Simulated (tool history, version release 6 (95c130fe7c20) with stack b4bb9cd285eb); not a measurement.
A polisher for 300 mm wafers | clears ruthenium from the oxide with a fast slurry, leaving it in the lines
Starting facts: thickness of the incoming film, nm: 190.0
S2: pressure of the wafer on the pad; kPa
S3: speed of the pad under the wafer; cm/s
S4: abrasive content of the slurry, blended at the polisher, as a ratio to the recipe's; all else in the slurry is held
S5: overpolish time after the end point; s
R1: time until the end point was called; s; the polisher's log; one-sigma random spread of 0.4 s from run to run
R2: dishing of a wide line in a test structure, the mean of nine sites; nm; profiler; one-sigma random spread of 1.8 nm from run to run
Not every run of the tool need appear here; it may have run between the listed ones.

Run 1, hour 0.0: flow of slurry (ml/min) 140, S2 14.5 kPa, S3 114 cm/s, S4 1.0, S5 29 s. Result: R1 53.756 s, R2 78.303 nm.
Run 2, hour 5.2: flow of slurry (ml/min) 140, S2 14.5 kPa, S3 126 cm/s, S4 1.0, S5 29 s. Result: R1 48.875 s, R2 84.421 nm.
Run 3, hour 11.8: flow of slurry (ml/min) 140, S2 14.5 kPa, S3 106 cm/s, S4 1.0, S5 29 s. Result: R1 56.301 s, R2 73.955 nm.
Run 4, hour 15.5: flow of slurry (ml/min) 140, S2 14.5 kPa, S3 106 cm/s, S4 0.9, S5 29 s. Result: R1 59.842 s, R2 71.797 nm.
Run 5, hour 20.2: flow of slurry (ml/min) 150, S2 15.2 kPa, S3 106 cm/s, S4 0.9, S5 27 s. Result: R1 57.872 s, R2 67.956 nm.
Run 6, hour 26.6: flow of slurry (ml/min) 150, S2 15.9 kPa, S3 106 cm/s, S4 0.9, S5 27 s. Result: R1 55.930 s, R2 68.815 nm.

What does the tool deliver on the next run?
Run 7, hour 29.6: flow of slurry (ml/min) 150, S2 16.5 kPa, S3 106 cm/s, S4 0.9, S5 27 s. Result: R1 ?, R2 ?.

Run 7 came out at R1 52.655 s, R2 73.935 nm.
